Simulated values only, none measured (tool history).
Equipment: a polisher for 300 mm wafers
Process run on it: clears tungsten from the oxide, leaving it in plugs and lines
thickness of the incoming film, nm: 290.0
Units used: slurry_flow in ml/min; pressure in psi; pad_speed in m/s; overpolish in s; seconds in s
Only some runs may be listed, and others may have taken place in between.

run 1 hour=0.0 | slurry_flow=140 pressure=4.5 pad_speed=1.00 slurry_solids=1.0 overpolish=5 | seconds=50.108
run 2 hour=1.0 | slurry_flow=145 pressure=5.0 pad_speed=1.00 slurry_solids=1.0 overpolish=5 | seconds=45.141
run 3 hour=9.9 | slurry_flow=150 pressure=5.4 pad_speed=1.00 slurry_solids=1.0 overpolish=5 | seconds=41.683
run 4 hour=11.2 | slurry_flow=150 pressure=5.4 pad_speed=1.00 slurry_solids=0.8 overpolish=5 | seconds=42.648
run 5 hour=12.8 | slurry_flow=165 pressure=5.4 pad_speed=1.00 slurry_solids=0.8 overpolish=5 | seconds=42.629
run 6 hour=19.9 | slurry_flow=165 pressure=5.7 pad_speed=1.02 slurry_solids=0.8 overpolish=5 | seconds=39.577
-- hour=21.2 slurry blender recalibrated
run 7 hour=21.2 | slurry_flow=165 pressure=6.0 pad_speed=1.04 slurry_solids=0.8 overpolish=5 | seconds=36.198
run 8 hour=25.9 | slurry_flow=165 pressure=6.2 pad_speed=1.04 slurry_solids=0.8 overpolish=5 | seconds=34.597
run 9 hour=29.5 | slurry_flow=165 pressure=6.2 pad_speed=1.04 slurry_solids=0.8 overpolish=5 | seconds=35.381
run 10 hour=31.9 | slurry_flow=165 pressure=6.4 pad_speed=1.06 slurry_solids=0.8 overpolish=5 | seconds=33.190

Run 11 comes next. What will it give?
run 11 hour=39.9 | slurry_flow=195 pressure=7.1 pad_speed=1.06 slurry_solids=0.8 overpolish=5 | seconds=?

Run 11 came out at seconds 28.891 s.
